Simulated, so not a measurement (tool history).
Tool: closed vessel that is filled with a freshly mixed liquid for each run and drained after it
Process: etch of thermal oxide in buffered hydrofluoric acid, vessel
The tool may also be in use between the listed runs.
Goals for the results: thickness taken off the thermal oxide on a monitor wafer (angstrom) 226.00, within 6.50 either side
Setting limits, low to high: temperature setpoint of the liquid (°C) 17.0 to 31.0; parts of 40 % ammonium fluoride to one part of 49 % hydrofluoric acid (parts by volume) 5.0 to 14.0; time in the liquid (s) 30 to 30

run,hour,temperature setpoint of the liquid (°C),parts of 40 % ammonium fluoride to one part of 49 % hydrofluoric acid (parts by volume),time in the liquid (s),thickness taken off the thermal oxide on a monitor wafer (angstrom)
1,0.0,23.0,8.5,30,363.59
2,2.9,22.0,8.5,30,344.38
3,4.1,23.5,8.5,30,372.89
4,12.2,23.5,9.5,30,338.52
5,20.4,22.5,9.5,30,322.43
6,23.4,22.5,9.5,30,316.88
7,27.7,22.0,9.5,30,306.11
8,31.4,21.5,9.5,30,298.93
9,33.3,17.5,10.0,30,236.04

Which of these 4 next moves meets every target?
A,35.2,17.5,10.5,30,?
B,35.2,19.0,9.5,30,?
C,35.2,17.0,9.0,30,?
D,35.2,18.0,10.0,30,?

move,thickness taken off the thermal oxide on a monitor wafer (angstrom)
A,221.47
B,261.17
C,241.22
D,238.95
A: all results in spec
B: its largest miss is bigger than the last run's
C: its largest miss is bigger than the last run's
D: its largest miss is bigger than the last run's
Move A is the one to make.

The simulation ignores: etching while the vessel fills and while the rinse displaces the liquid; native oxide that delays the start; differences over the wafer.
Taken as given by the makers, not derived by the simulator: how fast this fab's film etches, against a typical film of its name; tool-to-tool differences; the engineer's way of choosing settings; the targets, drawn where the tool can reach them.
